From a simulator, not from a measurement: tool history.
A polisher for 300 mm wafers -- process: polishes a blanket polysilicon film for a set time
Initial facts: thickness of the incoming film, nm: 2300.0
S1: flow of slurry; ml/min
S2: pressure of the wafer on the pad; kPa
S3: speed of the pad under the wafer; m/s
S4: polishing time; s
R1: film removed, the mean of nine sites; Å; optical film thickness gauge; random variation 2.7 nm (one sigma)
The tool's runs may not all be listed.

run	hour	S1	S2	S3	S4	R1
1	0	155	22.1	1.2	48	5407.5
2	5.2	155	22.1	1.2	48	5339.6
3	11.3	155	26.2	1.2	48	6406
4	14.8	155	29	1.2	48	6985.3
5	22.7	150	24.1	1.12	48	5413.2
6	25.2	145	20.7	1.08	48	4580.3

Predict the results of run 7:
7	29.3	145	17.9	1.04	48	?

{"run 7": {"R1": 3789.7}}

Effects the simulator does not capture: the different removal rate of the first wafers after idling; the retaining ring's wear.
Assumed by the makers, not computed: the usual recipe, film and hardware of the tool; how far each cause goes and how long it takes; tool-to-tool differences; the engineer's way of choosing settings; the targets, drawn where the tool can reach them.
